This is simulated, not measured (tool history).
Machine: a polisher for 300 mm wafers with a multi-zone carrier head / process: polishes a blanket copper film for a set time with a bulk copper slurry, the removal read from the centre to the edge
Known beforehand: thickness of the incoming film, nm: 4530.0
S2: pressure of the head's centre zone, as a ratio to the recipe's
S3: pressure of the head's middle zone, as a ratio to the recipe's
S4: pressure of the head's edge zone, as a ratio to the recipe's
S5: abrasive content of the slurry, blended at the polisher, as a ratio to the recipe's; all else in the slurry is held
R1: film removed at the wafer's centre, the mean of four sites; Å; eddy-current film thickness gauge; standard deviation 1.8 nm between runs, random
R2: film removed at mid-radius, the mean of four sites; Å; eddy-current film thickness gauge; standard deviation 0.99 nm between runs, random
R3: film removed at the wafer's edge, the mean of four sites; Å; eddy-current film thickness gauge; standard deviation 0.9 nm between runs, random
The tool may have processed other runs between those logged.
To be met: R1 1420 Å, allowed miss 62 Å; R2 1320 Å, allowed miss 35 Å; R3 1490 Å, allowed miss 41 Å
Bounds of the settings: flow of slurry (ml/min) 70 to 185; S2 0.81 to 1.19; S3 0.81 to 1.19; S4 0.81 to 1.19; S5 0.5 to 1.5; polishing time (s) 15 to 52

run 1 day=0 | flow_of_slurry_(ml/min)=120 S2=1 S3=1 S4=1 S5=1 polishing_time_(s)=33 | R1=2480.2 R2=2407.5 R3=2401.6
run 2 day=0.038 | flow_of_slurry_(ml/min)=120 S2=1 S3=1 S4=1.07 S5=1 polishing_time_(s)=33 | R1=2406 R2=2462.1 R3=2504.3
run 3 day=0.271 | flow_of_slurry_(ml/min)=110 S2=0.96 S3=0.95 S4=1.01 S5=0.85 polishing_time_(s)=30 | R1=1991.9 R2=1988.9 R3=2093.1
run 4 day=0.488 | flow_of_slurry_(ml/min)=110 S2=0.92 S3=0.95 S4=1.01 S5=0.85 polishing_time_(s)=30 | R1=1899 R2=1989.1 R3=2091.2
run 5 day=0.529 | flow_of_slurry_(ml/min)=100 S2=0.91 S3=0.91 S4=0.96 S5=0.75 polishing_time_(s)=29 | R1=1717.6 R2=1758.6 R3=1897.9
run 6 day=0.688 | flow_of_slurry_(ml/min)=110 S2=0.91 S3=0.91 S4=0.96 S5=0.75 polishing_time_(s)=29 | R1=1803.1 R2=1828.2 R3=1934.9
run 7 day=0.875 | flow_of_slurry_(ml/min)=100 S2=0.91 S3=0.88 S4=0.93 S5=0.65 polishing_time_(s)=28 | R1=1615.2 R2=1581.5 R3=1764.4
run 8 day=1.25 | flow_of_slurry_(ml/min)=85 S2=0.94 S3=0.86 S4=0.83 S5=0.5 polishing_time_(s)=26 | R1=1367 R2=1298.6 R3=1434.2
run 9 day=1.446 | flow_of_slurry_(ml/min)=90 S2=0.94 S3=0.86 S4=0.84 S5=0.5 polishing_time_(s)=26 | R1=1391.4 R2=1362.7 R3=1439.7

Next run, 5 choices. One meets every target within its allowed miss, the rest don't. Which?
run A day=1.642 | flow_of_slurry_(ml/min)=95 S2=0.92 S3=0.82 S4=0.85 S5=0.65 polishing_time_(s)=25 | R1=? R2=? R3=?
run B day=1.642 | flow_of_slurry_(ml/min)=70 S2=0.88 S3=0.83 S4=0.86 S5=0.5 polishing_time_(s)=29 | R1=? R2=? R3=?
run C day=1.642 | flow_of_slurry_(ml/min)=130 S2=0.91 S3=0.89 S4=0.81 S5=0.55 polishing_time_(s)=24 | R1=? R2=? R3=?
run D day=1.642 | flow_of_slurry_(ml/min)=135 S2=0.9 S3=0.93 S4=0.81 S5=0.5 polishing_time_(s)=23 | R1=? R2=? R3=?
run E day=1.642 | flow_of_slurry_(ml/min)=85 S2=0.97 S3=0.91 S4=0.86 S5=0.55 polishing_time_(s)=26 | R1=? R2=? R3=?

move=A R1=1419.2 R2=1340.7 R3=1487.2
move=B R1=1288.1 R2=1313.7 R3=1516.2
move=C R1=1442.4 R2=1454.2 R3=1437.2
move=D R1=1354.4 R2=1430.2 R3=1358.6
move=E R1=1436.3 R2=1409.5 R3=1460.4
A: hits every target within its allowed miss
B: the worst result of the last run now meets its target, but another is out of spec
C: its largest miss is bigger than the last run's
D: its largest miss is bigger than the last run's
E: the worst result of the last run now meets its target, but another is out of spec
A meets every target.
